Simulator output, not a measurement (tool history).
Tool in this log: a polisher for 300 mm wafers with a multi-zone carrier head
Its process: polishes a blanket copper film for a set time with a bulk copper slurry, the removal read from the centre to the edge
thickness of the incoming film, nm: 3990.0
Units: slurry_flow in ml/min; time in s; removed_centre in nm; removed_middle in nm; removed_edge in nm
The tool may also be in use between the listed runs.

run,day,slurry_flow,centre_zone,middle_zone,edge_zone,slurry_solids,time,removed_centre,removed_middle,removed_edge
1,0.000,240,1.00,1.00,1.00,1.00,75,416.45,419.60,399.29
2,0.250,240,1.00,0.98,0.97,0.90,72,386.59,379.46,366.96
3,0.296,240,1.00,0.97,0.94,0.80,70,357.70,360.91,343.36
4,0.488,215,1.00,0.97,0.94,0.80,70,355.33,351.13,338.29
5,0.829,210,1.01,0.96,0.91,0.75,69,347.34,334.46,317.11
6,0.892,210,1.01,1.03,0.91,0.75,69,345.56,363.00,319.90
7,1.062,200,1.01,1.00,0.89,0.70,69,335.25,342.02,302.68
8,1.175,190,1.00,0.98,0.87,0.70,69,327.76,328.71,301.42
9,1.488,185,1.00,0.97,0.86,0.65,69,318.59,319.31,292.79

Estimate the outcome of run 10 from the log above:
10,1.783,165,1.01,0.88,0.81,0.50,69,?,?,?

Run 10 produced removed_centre 290.87 nm, removed_middle 267.49 nm, removed_edge 258.91 nm.
